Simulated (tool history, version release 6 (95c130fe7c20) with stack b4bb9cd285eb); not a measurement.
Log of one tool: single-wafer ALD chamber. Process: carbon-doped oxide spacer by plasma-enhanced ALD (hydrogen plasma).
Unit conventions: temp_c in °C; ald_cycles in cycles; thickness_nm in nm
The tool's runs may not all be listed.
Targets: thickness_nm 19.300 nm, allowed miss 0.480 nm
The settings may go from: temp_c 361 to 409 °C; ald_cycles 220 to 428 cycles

run 1 hour=0.0 | temp_c=385 ald_cycles=324 | thickness_nm=16.219
run 2 hour=3.2 | temp_c=385 ald_cycles=335 | thickness_nm=16.915
run 3 hour=5.8 | temp_c=396 ald_cycles=335 | thickness_nm=16.746
run 4 hour=7.3 | temp_c=396 ald_cycles=344 | thickness_nm=17.247
run 5 hour=10.7 | temp_c=403 ald_cycles=344 | thickness_nm=17.010
run 6 hour=16.4 | temp_c=403 ald_cycles=352 | thickness_nm=17.347
run 7 hour=22.1 | temp_c=403 ald_cycles=359 | thickness_nm=17.708
run 8 hour=25.8 | temp_c=403 ald_cycles=365 | thickness_nm=18.130

Below are 4 possible settings for the next run. Only one of them brings all results inside the allowed miss of their targets. Which is it?
run A hour=29.5 | temp_c=404 ald_cycles=339 | thickness_nm=?
run B hour=29.5 | temp_c=400 ald_cycles=321 | thickness_nm=?
run C hour=29.5 | temp_c=401 ald_cycles=344 | thickness_nm=?
run D hour=29.5 | temp_c=402 ald_cycles=388 | thickness_nm=?

move=A thickness_nm=16.723
move=B thickness_nm=16.056
move=C thickness_nm=17.147
move=D thickness_nm=19.274
A: its largest miss is bigger than the last run's
B: its largest miss is bigger than the last run's
C: its largest miss is bigger than the last run's
D: every result within its allowed miss
So the answer is move D, the one that meets all the targets.

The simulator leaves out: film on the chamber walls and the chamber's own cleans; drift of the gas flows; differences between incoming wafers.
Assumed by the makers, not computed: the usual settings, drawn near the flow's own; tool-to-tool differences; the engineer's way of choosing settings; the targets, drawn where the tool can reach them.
